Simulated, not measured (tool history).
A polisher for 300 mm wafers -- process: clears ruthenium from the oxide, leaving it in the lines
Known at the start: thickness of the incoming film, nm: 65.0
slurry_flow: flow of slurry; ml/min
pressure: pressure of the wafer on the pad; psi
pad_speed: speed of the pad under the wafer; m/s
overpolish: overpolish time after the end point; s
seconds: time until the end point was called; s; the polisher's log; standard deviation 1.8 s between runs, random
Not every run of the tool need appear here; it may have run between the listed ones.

| run | hour | slurry_flow | pressure | pad_speed | overpolish | seconds |
|---|---|---|---|---|---|---|
| 1 | 0.0 | 255 | 1.5 | 0.82 | 36 | 100.91 |
| 2 | 1.6 | 255 | 1.4 | 0.82 | 36 | 108.79 |
| 3 | 5.8 | 255 | 1.4 | 0.82 | 39 | 108.88 |
| 4 | 7.9 | 255 | 1.4 | 0.76 | 39 | 119.24 |
| 5 | 14.5 | 295 | 1.4 | 0.76 | 39 | 115.89 |
| 6 | 18.1 | 295 | 1.3 | 0.76 | 39 | 124.33 |
| 7 | 26.2 | 295 | 1.2 | 0.76 | 39 | 136.74 |

Run 8 comes next. What will it give?
| 8 | 29.3 | 295 | 1.1 | 0.76 | 39 | ? |

Run 8 yielded seconds 143.80 s.
